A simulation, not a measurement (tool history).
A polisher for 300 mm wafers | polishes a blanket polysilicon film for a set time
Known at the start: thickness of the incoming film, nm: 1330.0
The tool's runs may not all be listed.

run  hour  flow of slurry (ml/min)  pressure of the wafer on the pad (psi)  speed of the pad under the wafer (cm/s)  polishing time (s)  film removed (Å)
  1   0.0                      270                                     2.8                                       92                  88            7430.0
  2   6.1                      270                                     2.6                                       92                  88            6954.7
  3  12.5                      270                                     2.4                                       92                  88            6574.9
  4  17.2                      215                                     2.4                                       92                  88            6143.7
  5  25.6                      250                                     2.4                                       92                  88            6462.6
  6  34.1                      250                                     2.4                                      106                  88            7450.0
  7  36.2                      245                                     2.2                                      106                  88            7010.4

Run 8 is up next; what results do you expect?
  8  38.5                      240                                     2.0                                      106                  88                 ?

{"run 8": {"film removed (Å)": 6524.3}}
